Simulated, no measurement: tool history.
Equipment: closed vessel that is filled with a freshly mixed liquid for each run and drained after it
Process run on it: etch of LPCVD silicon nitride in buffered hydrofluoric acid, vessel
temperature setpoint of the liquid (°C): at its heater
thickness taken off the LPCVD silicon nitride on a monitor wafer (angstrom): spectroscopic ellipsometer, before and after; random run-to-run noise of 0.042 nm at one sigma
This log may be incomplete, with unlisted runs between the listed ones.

run	hour	temperature setpoint of the liquid (°C)	parts of 40 % ammonium fluoride to one part of 49 % hydrofluoric acid (parts by volume)	time in the liquid (s)	thickness taken off the LPCVD silicon nitride on a monitor wafer (angstrom)
1	0.0	24.0	10.5	300	40.827
2	4.9	25.0	10.5	300	43.604
3	10.5	28.5	10.5	300	52.681
4	14.6	28.5	10.5	300	52.837
5	20.9	25.0	10.5	300	43.425
6	27.4	26.0	10.5	300	45.709

Estimate the outcome of run 7 from the log above:
7	29.6	27.0	10.5	300	?

{"run 7": {"thickness taken off the LPCVD silicon nitride on a monitor wafer (angstrom)": 48.504}}
